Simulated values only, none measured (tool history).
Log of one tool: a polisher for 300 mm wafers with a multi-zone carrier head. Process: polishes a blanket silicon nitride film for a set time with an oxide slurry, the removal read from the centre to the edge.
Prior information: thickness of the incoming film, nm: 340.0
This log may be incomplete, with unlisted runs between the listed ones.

| run | day | flow of slurry (ml/min) | pressure of the head's centre zone | pressure of the head's middle zone | pressure of the head's edge zone | abrasive content of the slurry | polishing time (s) | film removed at the wafer's centre (nm) | film removed at mid-radius (nm) | film removed at the wafer's edge (nm) |
|---|---|---|---|---|---|---|---|---|---|---|
| 1 | 0 | 305 | 1 | 1 | 1 | 1 | 89 | 76.569 | 77.167 | 76.141 |
| 2 | 0.35 | 305 | 1 | 1 | 1 | 1 | 107 | 92.426 | 93.726 | 92.848 |
| 3 | 0.667 | 300 | 0.98 | 0.97 | 0.99 | 0.9 | 104 | 84.276 | 83.362 | 84.844 |
| 4 | 0.971 | 300 | 0.98 | 0.91 | 0.99 | 0.9 | 104 | 84.153 | 79.874 | 85.141 |
| 5 | 1.025 | 300 | 0.98 | 0.91 | 0.99 | 0.9 | 87 | 70.449 | 66.882 | 71.27 |
| 6 | 1.321 | 300 | 0.98 | 0.94 | 0.99 | 0.9 | 87 | 70.819 | 67.998 | 71.59 |

Run 7 has not been measured yet. What should we expect?
| 7 | 1.475 | 295 | 0.96 | 0.93 | 0.97 | 0.85 | 87 | ? | ? | ? |

{"run 7": {"film removed at the wafer's centre (nm)": 67.169, "film removed at mid-radius (nm)": 66.419, "film removed at the wafer's edge (nm)": 69.397}}
